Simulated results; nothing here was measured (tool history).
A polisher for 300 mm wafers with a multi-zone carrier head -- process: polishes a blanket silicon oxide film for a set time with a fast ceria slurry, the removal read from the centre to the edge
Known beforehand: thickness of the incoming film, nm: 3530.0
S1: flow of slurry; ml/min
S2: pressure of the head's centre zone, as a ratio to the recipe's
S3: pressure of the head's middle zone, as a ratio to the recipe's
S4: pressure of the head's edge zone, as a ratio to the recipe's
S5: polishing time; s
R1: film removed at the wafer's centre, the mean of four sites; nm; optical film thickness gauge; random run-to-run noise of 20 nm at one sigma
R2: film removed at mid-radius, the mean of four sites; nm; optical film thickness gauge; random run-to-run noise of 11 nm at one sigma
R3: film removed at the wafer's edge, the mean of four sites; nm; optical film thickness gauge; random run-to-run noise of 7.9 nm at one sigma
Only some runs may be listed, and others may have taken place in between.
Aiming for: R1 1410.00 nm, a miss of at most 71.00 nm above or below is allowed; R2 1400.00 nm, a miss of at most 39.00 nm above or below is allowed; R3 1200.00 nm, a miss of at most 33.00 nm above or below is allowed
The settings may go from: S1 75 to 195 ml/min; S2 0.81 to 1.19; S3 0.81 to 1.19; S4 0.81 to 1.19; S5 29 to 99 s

run 1 day=0.000 | S1=125 S2=1.00 S3=1.00 S4=1.00 S5=64 | R1=814.93 R2=853.30 R3=830.99
run 2 day=0.329 | S1=155 S2=1.00 S3=1.00 S4=1.00 S5=64 | R1=854.16 R2=870.49 R3=852.78
run 3 day=0.383 | S1=160 S2=1.03 S3=1.04 S4=1.01 S5=69 | R1=947.34 R2=990.99 R3=923.83
run 4 day=0.433 | S1=130 S2=1.03 S3=1.04 S4=1.01 S5=69 | R1=908.39 R2=947.80 R3=901.28
run 5 day=0.571 | S1=140 S2=1.07 S3=1.07 S4=1.02 S5=73 | R1=1008.90 R2=1030.50 R3=963.54
run 6 day=0.767 | S1=150 S2=1.09 S3=1.10 S4=1.02 S5=76 | R1=1056.80 R2=1122.80 R3=1017.40
run 7 day=0.925 | S1=160 S2=1.11 S3=1.10 S4=1.00 S5=79 | R1=1154.90 R2=1192.30 R3=1052.70
run 8 day=1.254 | S1=165 S2=1.13 S3=1.11 S4=1.01 S5=81 | R1=1232.40 R2=1211.10 R3=1080.80
run 9 day=1.312 | S1=170 S2=1.14 S3=1.13 S4=1.02 S5=82 | R1=1238.00 R2=1263.00 R3=1095.70
run 10 day=1.604 | S1=175 S2=1.15 S3=1.13 S4=1.02 S5=83 | R1=1277.70 R2=1258.10 R3=1115.20
run 11 day=1.850 | S1=175 S2=1.16 S3=1.14 S4=1.02 S5=84 | R1=1267.90 R2=1309.50 R3=1144.10
run 12 day=2.088 | S1=180 S2=1.17 S3=1.14 S4=1.01 S5=85 | R1=1303.30 R2=1315.60 R3=1146.90

Consider the 4 candidate settings below. Which is the only one whose results all fall within their allowed miss of target?
run A day=2.325 | S1=190 S2=1.14 S3=1.09 S4=1.05 S5=79 | R1=? R2=? R3=?
run B day=2.325 | S1=195 S2=1.19 S3=1.16 S4=1.02 S5=88 | R1=? R2=? R3=?
run C day=2.325 | S1=195 S2=1.19 S3=1.19 S4=0.81 S5=89 | R1=? R2=? R3=?
run D day=2.325 | S1=165 S2=1.08 S3=1.12 S4=1.08 S5=93 | R1=? R2=? R3=?

move=A R1=1188.60 R2=1176.70 R3=1091.50
move=B R1=1376.30 R2=1387.10 R3=1202.80
move=C R1=1392.20 R2=1434.50 R3=1111.10
move=D R1=1312.80 R2=1392.10 R3=1282.60
A: the biggest miss grows against the last run
B: every result lands within tolerance
C: meets the target for the result that was furthest off, but another lies outside its allowed miss
D: meets the target for the result that was furthest off, but another lies outside its allowed miss
Answer: B
